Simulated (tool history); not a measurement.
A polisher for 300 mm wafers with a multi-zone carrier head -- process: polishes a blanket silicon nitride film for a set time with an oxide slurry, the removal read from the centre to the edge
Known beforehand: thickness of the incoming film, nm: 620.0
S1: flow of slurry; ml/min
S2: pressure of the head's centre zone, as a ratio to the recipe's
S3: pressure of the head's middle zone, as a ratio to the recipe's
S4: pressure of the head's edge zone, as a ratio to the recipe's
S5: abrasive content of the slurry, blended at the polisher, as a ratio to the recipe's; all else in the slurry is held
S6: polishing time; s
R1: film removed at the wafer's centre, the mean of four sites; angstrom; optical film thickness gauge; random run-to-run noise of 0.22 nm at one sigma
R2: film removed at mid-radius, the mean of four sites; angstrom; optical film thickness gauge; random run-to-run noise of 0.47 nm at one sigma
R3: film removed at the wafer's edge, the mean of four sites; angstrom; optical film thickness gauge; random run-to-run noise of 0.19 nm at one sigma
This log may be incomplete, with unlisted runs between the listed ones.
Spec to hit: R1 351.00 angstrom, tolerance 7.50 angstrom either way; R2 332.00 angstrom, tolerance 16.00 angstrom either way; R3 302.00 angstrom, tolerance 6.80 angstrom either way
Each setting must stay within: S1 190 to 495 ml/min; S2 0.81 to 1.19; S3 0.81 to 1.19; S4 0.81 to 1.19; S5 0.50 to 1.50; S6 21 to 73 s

{"run": 1, "hour": 0.0, "S1": 320, "S2": 1.0, "S3": 1.0, "S4": 1.0, "S5": 1.0, "S6": 47, "R1": 227.41, "R2": 220.83, "R3": 223.66}
{"run": 2, "hour": 0.8, "S1": 320, "S2": 1.0, "S3": 1.0, "S4": 1.0, "S5": 1.0, "S6": 38, "R1": 185.02, "R2": 180.11, "R3": 180.14}
{"run": 3, "hour": 2.3, "S1": 320, "S2": 1.0, "S3": 1.0, "S4": 1.07, "S5": 1.0, "S6": 38, "R1": 185.28, "R2": 182.69, "R3": 183.01}
{"run": 4, "hour": 9.9, "S1": 320, "S2": 1.0, "S3": 1.0, "S4": 1.07, "S5": 1.15, "S6": 38, "R1": 196.93, "R2": 188.74, "R3": 194.81}
{"run": 5, "hour": 18.2, "S1": 320, "S2": 1.0, "S3": 0.95, "S4": 1.07, "S5": 1.15, "S6": 38, "R1": 196.4, "R2": 184.68, "R3": 195.66}
{"run": 6, "hour": 23.1, "S1": 320, "S2": 0.92, "S3": 0.95, "S4": 1.07, "S5": 1.15, "S6": 38, "R1": 184.24, "R2": 186.56, "R3": 193.96}
{"run": 7, "hour": 29.8, "S1": 335, "S2": 0.95, "S3": 0.98, "S4": 1.05, "S5": 1.2, "S6": 40, "R1": 204.6, "R2": 198.51, "R3": 208.98}
{"run": 8, "hour": 34.3, "S1": 315, "S2": 0.97, "S3": 1.01, "S4": 1.02, "S5": 1.25, "S6": 42, "R1": 220.47, "R2": 222.51, "R3": 220.21}
{"run": 9, "hour": 38.6, "S1": 315, "S2": 1.0, "S3": 1.03, "S4": 1.02, "S5": 1.3, "S6": 43, "R1": 232.35, "R2": 234.53, "R3": 227.37}
{"run": 10, "hour": 45.1, "S1": 325, "S2": 1.02, "S3": 1.04, "S4": 1.02, "S5": 1.35, "S6": 44, "R1": 245.89, "R2": 241.55, "R3": 236.17}
{"run": 11, "hour": 47.0, "S1": 325, "S2": 1.04, "S3": 1.05, "S4": 1.02, "S5": 1.35, "S6": 45, "R1": 257.29, "R2": 245.52, "R3": 238.56}
{"run": 12, "hour": 49.1, "S1": 320, "S2": 1.05, "S3": 1.06, "S4": 1.02, "S5": 1.35, "S6": 46, "R1": 262.25, "R2": 258.21, "R3": 248.69}
{"run": 13, "hour": 57.6, "S1": 325, "S2": 1.07, "S3": 1.07, "S4": 1.02, "S5": 1.35, "S6": 47, "R1": 271.49, "R2": 263.04, "R3": 251.79}
{"run": 14, "hour": 60.2, "S1": 325, "S2": 1.09, "S3": 1.08, "S4": 1.02, "S5": 1.35, "S6": 48, "R1": 282.7, "R2": 267.96, "R3": 258.24}
{"run": 15, "hour": 65.1, "S1": 410, "S2": 1.18, "S3": 1.18, "S4": 1.06, "S5": 1.5, "S6": 51, "R1": 338.76, "R2": 321.04, "R3": 292.03}

Which single option among these 5 for the next run brings every result within its allowed miss of target? Just one does.
{"run": "A", "hour": 70.0, "S1": 395, "S2": 1.17, "S3": 1.1, "S4": 1.02, "S5": 1.45, "S6": 50, "R1": "?", "R2": "?", "R3": "?"}
{"run": "B", "hour": 70.0, "S1": 355, "S2": 1.11, "S3": 1.18, "S4": 1.1, "S5": 1.3, "S6": 58, "R1": "?", "R2": "?", "R3": "?"}
{"run": "C", "hour": 70.0, "S1": 400, "S2": 1.19, "S3": 1.09, "S4": 1.04, "S5": 1.45, "S6": 50, "R1": "?", "R2": "?", "R3": "?"}
{"run": "D", "hour": 70.0, "S1": 420, "S2": 1.18, "S3": 1.19, "S4": 1.09, "S5": 1.5, "S6": 50, "R1": "?", "R2": "?", "R3": "?"}
{"run": "E", "hour": 70.0, "S1": 425, "S2": 1.16, "S3": 1.15, "S4": 1.01, "S5": 1.5, "S6": 53, "R1": "?", "R2": "?", "R3": "?"}

move=A R1=323.87 R2=300.13 R3=279.73
move=B R1=343.50 R2=348.09 R3=319.35
move=C R1=328.44 R2=298.51 R3=282.24
move=D R1=331.77 R2=322.29 R3=291.92
move=E R1=347.36 R2=333.89 R3=299.98
A: the biggest miss grows against the last run
B: the furthest-off result lands on target, but another misses its tolerance
C: the biggest miss grows against the last run
D: the biggest miss grows against the last run
E: meets every target
The move that meets every target is E.
